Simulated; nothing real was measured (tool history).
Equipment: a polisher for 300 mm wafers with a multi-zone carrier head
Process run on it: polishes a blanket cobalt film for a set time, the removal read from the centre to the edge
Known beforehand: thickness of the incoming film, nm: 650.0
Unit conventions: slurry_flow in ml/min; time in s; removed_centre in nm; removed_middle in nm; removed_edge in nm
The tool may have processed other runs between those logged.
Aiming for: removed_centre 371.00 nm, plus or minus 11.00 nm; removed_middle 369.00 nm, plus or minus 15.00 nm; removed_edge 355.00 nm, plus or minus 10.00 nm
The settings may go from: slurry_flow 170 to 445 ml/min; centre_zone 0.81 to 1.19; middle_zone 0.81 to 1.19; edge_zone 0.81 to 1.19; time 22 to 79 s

{"run": 1, "day": 0.0, "slurry_flow": 285, "centre_zone": 1.0, "middle_zone": 1.0, "edge_zone": 1.0, "time": 50, "removed_centre": 258.7, "removed_middle": 260.08, "removed_edge": 255.05}
{"run": 2, "day": 0.067, "slurry_flow": 295, "centre_zone": 1.03, "middle_zone": 1.03, "edge_zone": 1.04, "time": 54, "removed_centre": 288.85, "removed_middle": 289.67, "removed_edge": 280.31}
{"run": 3, "day": 0.429, "slurry_flow": 300, "centre_zone": 1.05, "middle_zone": 1.04, "edge_zone": 1.07, "time": 57, "removed_centre": 311.6, "removed_middle": 310.0, "removed_edge": 304.2}
{"run": 4, "day": 0.592, "slurry_flow": 310, "centre_zone": 1.07, "middle_zone": 1.06, "edge_zone": 1.1, "time": 59, "removed_centre": 331.54, "removed_middle": 322.91, "removed_edge": 317.86}
{"run": 5, "day": 0.892, "slurry_flow": 315, "centre_zone": 1.08, "middle_zone": 1.08, "edge_zone": 1.12, "time": 60, "removed_centre": 340.13, "removed_middle": 337.11, "removed_edge": 325.84}
{"run": 6, "day": 0.933, "slurry_flow": 320, "centre_zone": 1.09, "middle_zone": 1.09, "edge_zone": 1.13, "time": 61, "removed_centre": 351.55, "removed_middle": 340.19, "removed_edge": 332.55}
{"run": 7, "day": 1.083, "slurry_flow": 320, "centre_zone": 1.09, "middle_zone": 1.1, "edge_zone": 1.14, "time": 62, "removed_centre": 354.48, "removed_middle": 362.78, "removed_edge": 339.4}
{"run": 8, "day": 1.288, "slurry_flow": 325, "centre_zone": 1.1, "middle_zone": 1.1, "edge_zone": 1.15, "time": 62, "removed_centre": 361.8, "removed_middle": 355.69, "removed_edge": 341.83}

Which single option among these 5 for the next run brings every result within its allowed miss of target? Just one does.
{"run": "A", "day": 1.492, "slurry_flow": 335, "centre_zone": 1.18, "middle_zone": 1.08, "edge_zone": 1.14, "time": 59, "removed_centre": "?", "removed_middle": "?", "removed_edge": "?"}
{"run": "B", "day": 1.492, "slurry_flow": 225, "centre_zone": 1.19, "middle_zone": 1.12, "edge_zone": 1.18, "time": 62, "removed_centre": "?", "removed_middle": "?", "removed_edge": "?"}
{"run": "C", "day": 1.492, "slurry_flow": 290, "centre_zone": 1.03, "middle_zone": 1.1, "edge_zone": 1.15, "time": 65, "removed_centre": "?", "removed_middle": "?", "removed_edge": "?"}
{"run": "D", "day": 1.492, "slurry_flow": 330, "centre_zone": 1.12, "middle_zone": 1.12, "edge_zone": 1.19, "time": 63, "removed_centre": "?", "removed_middle": "?", "removed_edge": "?"}
{"run": "E", "day": 1.492, "slurry_flow": 250, "centre_zone": 1.07, "middle_zone": 1.02, "edge_zone": 1.18, "time": 65, "removed_centre": "?", "removed_middle": "?", "removed_edge": "?"}

move=A removed_centre=364.95 removed_middle=333.40 removed_edge=323.99
move=B removed_centre=367.83 removed_middle=345.27 removed_edge=334.66
move=C removed_centre=345.20 removed_middle=368.12 removed_edge=354.57
move=D removed_centre=369.29 removed_middle=366.85 removed_edge=353.20
move=E removed_centre=351.72 removed_middle=339.19 removed_edge=355.06
A: moves away from the targets compared with the last run
B: moves away from the targets compared with the last run
C: meets the target for the result that was furthest off, but another lies outside its allowed miss
D: all results land within tolerance of their targets
E: meets the target for the result that was furthest off, but another lies outside its allowed miss
So the answer is move D, the one that meets all the targets.
